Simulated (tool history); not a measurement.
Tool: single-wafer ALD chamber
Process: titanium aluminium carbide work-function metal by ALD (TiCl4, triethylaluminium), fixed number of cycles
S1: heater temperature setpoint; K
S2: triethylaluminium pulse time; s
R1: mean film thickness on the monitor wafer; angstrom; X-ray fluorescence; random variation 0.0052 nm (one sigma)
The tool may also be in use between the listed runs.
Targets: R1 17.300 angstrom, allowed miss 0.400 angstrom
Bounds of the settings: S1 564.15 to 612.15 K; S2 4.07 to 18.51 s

Run 1, hour 0.0: S1 588.15 K, S2 11.29 s. Result: R1 21.496 angstrom.
Run 2, hour 6.9: S1 588.15 K, S2 13.50 s. Result: R1 21.630 angstrom.
Run 3, hour 11.7: S1 588.15 K, S2 14.59 s. Result: R1 21.669 angstrom.
Run 4, hour 18.0: S1 588.15 K, S2 12.27 s. Result: R1 21.496 angstrom.
Run 5, hour 18.8: S1 583.15 K, S2 10.57 s. Result: R1 20.722 angstrom.
Run 6, hour 25.4: S1 583.15 K, S2 12.07 s. Result: R1 21.112 angstrom.
Run 7, hour 27.2: S1 579.15 K, S2 10.41 s. Result: R1 20.476 angstrom.
Run 8, hour 29.5: S1 576.15 K, S2 9.10 s. Result: R1 19.839 angstrom.
Run 9, hour 33.9: S1 574.15 K, S2 8.06 s. Result: R1 19.205 angstrom.
Run 10, hour 37.4: S1 564.15 K, S2 4.45 s. Result: R1 14.450 angstrom.
Run 11, hour 43.8: S1 567.15 K, S2 4.56 s. Result: R1 14.958 angstrom.
Run 12, hour 50.3: S1 570.15 K, S2 4.70 s. Result: R1 15.393 angstrom.
Run 13, hour 56.0: S1 573.15 K, S2 4.85 s. Result: R1 15.838 angstrom.
Run 14, hour 64.9: S1 575.15 K, S2 4.97 s. Result: R1 16.184 angstrom.
Run 15, hour 67.9: S1 577.15 K, S2 5.06 s. Result: R1 16.474 angstrom.
Run 16, hour 75.5: S1 586.15 K, S2 6.20 s. Result: R1 18.685 angstrom.
Run 17, hour 77.4: S1 584.15 K, S2 6.11 s. Result: R1 18.472 angstrom.
Run 18, hour 83.1: S1 583.15 K, S2 6.04 s. Result: R1 18.273 angstrom.
Run 19, hour 88.0: S1 572.15 K, S2 4.46 s. Result: R1 15.048 angstrom.
Run 20, hour 92.8: S1 572.15 K, S2 4.46 s. Result: R1 15.009 angstrom.

4 next moves are on the table. One of them brings every result within its allowed miss. Which?
Run A, hour 97.6: S1 567.15 K, S2 5.34 s. Result: R1 ?.
Run B, hour 97.6: S1 566.15 K, S2 4.07 s. Result: R1 ?.
Run C, hour 97.6: S1 573.15 K, S2 5.85 s. Result: R1 ?.
Run D, hour 97.6: S1 572.15 K, S2 5.12 s. Result: R1 ?.

move      R1
   A  16.248
   B  13.812
   C  17.344
   D  16.241
A: nearer than the last run, and not there yet
B: further off than the last run
C: meets every target
D: nearer than the last run, and not there yet
Answer: C
